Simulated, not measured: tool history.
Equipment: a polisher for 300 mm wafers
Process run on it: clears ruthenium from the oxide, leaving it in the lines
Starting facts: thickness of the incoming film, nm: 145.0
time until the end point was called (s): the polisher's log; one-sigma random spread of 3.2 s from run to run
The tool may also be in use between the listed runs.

run  hour  flow of slurry (ml/min)  pressure of the wafer on the pad (psi)  speed of the pad under the wafer (cm/s)  overpolish time after the end point (s)  time until the end point was called (s)
  1     0                      285                                     2.1                                       98                                       43                                   123.52
  2   3.1                      285                                     2.5                                       98                                       43                                   100.85
  3   5.6                      345                                     2.5                                       98                                       43                                   102.47
  4  14.1                      345                                     2.5                                       98                                       43                                    103.6
  5  17.9                      345                                     2.5                                      118                                       43                                   86.163
  6  22.8                      290                                     2.5                                      118                                       43                                   84.107
  7  24.2                      290                                     2.3                                      116                                       43                                   96.869

What does the tool deliver on the next run?
  8  29.5                      290                                     2.2                                      114                                       43                                        ?

Run 8 gave time until the end point was called (s) 99.395.
